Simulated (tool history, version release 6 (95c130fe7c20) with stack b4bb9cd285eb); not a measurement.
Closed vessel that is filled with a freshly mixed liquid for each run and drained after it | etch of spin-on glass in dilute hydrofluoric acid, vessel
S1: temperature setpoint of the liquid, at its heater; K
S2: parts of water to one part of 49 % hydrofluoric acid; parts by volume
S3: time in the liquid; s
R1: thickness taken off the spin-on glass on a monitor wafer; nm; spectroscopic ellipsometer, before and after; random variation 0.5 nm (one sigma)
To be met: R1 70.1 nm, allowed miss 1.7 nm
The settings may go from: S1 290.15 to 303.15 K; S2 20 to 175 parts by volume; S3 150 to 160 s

| run | hour | S1 | S2 | S3 | R1 |
|---|---|---|---|---|---|
| 1 | 0 | 295.15 | 95 | 150 | 39.261 |
| 2 | 5 | 297.65 | 95 | 150 | 43.316 |
| 3 | 12.4 | 295.15 | 95 | 150 | 39.16 |
| 4 | 20.4 | 297.65 | 85 | 150 | 48.524 |
| 5 | 24.3 | 299.65 | 80 | 150 | 55.601 |
| 6 | 28.8 | 300.65 | 75 | 150 | 63.407 |
| 7 | 32 | 301.15 | 75 | 150 | 64.324 |
| 8 | 41.3 | 301.65 | 75 | 150 | 65.258 |
| 9 | 48.3 | 302.15 | 75 | 150 | 67.346 |
| 10 | 50.4 | 302.65 | 75 | 150 | 67.561 |

Which of these 4 next moves meets every target?
| A | 52.5 | 301.65 | 75 | 150 | ? |
| B | 52.5 | 297.15 | 60 | 150 | ? |
| C | 52.5 | 302.15 | 75 | 150 | ? |
| D | 52.5 | 301.65 | 80 | 160 | ? |

| move | R1 |
|---|---|
| A | 65.119 |
| B | 69.447 |
| C | 66.393 |
| D | 64.659 |
A: further off than the last run
B: meets every target
C: further off than the last run
D: further off than the last run
Answer: B
